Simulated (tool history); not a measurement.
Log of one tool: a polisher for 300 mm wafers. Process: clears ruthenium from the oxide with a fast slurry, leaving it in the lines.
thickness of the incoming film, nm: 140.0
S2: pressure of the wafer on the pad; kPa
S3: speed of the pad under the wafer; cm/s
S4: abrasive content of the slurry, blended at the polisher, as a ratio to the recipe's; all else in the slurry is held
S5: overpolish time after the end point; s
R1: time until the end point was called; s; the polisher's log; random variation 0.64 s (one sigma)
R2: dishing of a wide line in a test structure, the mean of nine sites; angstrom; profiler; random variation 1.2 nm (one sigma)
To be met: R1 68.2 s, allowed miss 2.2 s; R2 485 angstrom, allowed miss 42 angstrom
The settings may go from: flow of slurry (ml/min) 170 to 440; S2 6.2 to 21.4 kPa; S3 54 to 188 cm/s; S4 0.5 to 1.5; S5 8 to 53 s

run 1 hour=0 | flow_of_slurry_(ml/min)=280 S2=13.8 S3=120 S4=1 S5=27 | R1=40.668 R2=655.21
run 2 hour=7.1 | flow_of_slurry_(ml/min)=280 S2=12.4 S3=120 S4=1 S5=27 | R1=45.487 R2=623.94
run 3 hour=10.4 | flow_of_slurry_(ml/min)=280 S2=12.4 S3=120 S4=0.9 S5=27 | R1=47.14 R2=586.42
run 4 hour=12.7 | flow_of_slurry_(ml/min)=280 S2=11.7 S3=120 S4=0.9 S5=27 | R1=49.929 R2=583.73
run 5 hour=20 | flow_of_slurry_(ml/min)=280 S2=11.7 S3=136 S4=0.9 S5=27 | R1=46.25 R2=584.63
run 6 hour=22.6 | flow_of_slurry_(ml/min)=280 S2=11.7 S3=136 S4=0.9 S5=38 | R1=46.29 R2=765.14
run 7 hour=24.4 | flow_of_slurry_(ml/min)=280 S2=11 S3=136 S4=0.9 S5=36 | R1=48.018 R2=699.9
run 8 hour=29.9 | flow_of_slurry_(ml/min)=275 S2=6.9 S3=132 S4=0.9 S5=31 | R1=77.46 R2=433.79
run 9 hour=31.8 | flow_of_slurry_(ml/min)=280 S2=6.9 S3=132 S4=0.9 S5=31 | R1=76.963 R2=464.6
run 10 hour=38.6 | flow_of_slurry_(ml/min)=305 S2=9 S3=132 S4=0.9 S5=29 | R1=60.014 R2=543.31
run 11 hour=39.4 | flow_of_slurry_(ml/min)=295 S2=9 S3=132 S4=0.9 S5=30 | R1=60.342 R2=553.18
run 12 hour=40.8 | flow_of_slurry_(ml/min)=285 S2=9 S3=132 S4=0.9 S5=31 | R1=60.641 R2=559.46

Which of these 4 next moves meets every target?
run A hour=42.2 | flow_of_slurry_(ml/min)=295 S2=11 S3=126 S4=0.9 S5=24 | R1=? R2=?
run B hour=42.2 | flow_of_slurry_(ml/min)=270 S2=10.3 S3=140 S4=0.8 S5=24 | R1=? R2=?
run C hour=42.2 | flow_of_slurry_(ml/min)=430 S2=8.3 S3=122 S4=0.85 S5=31 | R1=? R2=?
run D hour=42.2 | flow_of_slurry_(ml/min)=365 S2=8.3 S3=128 S4=0.95 S5=51 | R1=? R2=?

move=A R1=50.705 R2=506.84
move=B R1=53.76 R2=484.75
move=C R1=68.201 R2=491.48
move=D R1=63.098 R2=732.35
A: further off than the last run
B: further off than the last run
C: meets every target
D: further off than the last run
Move C is the one to make.
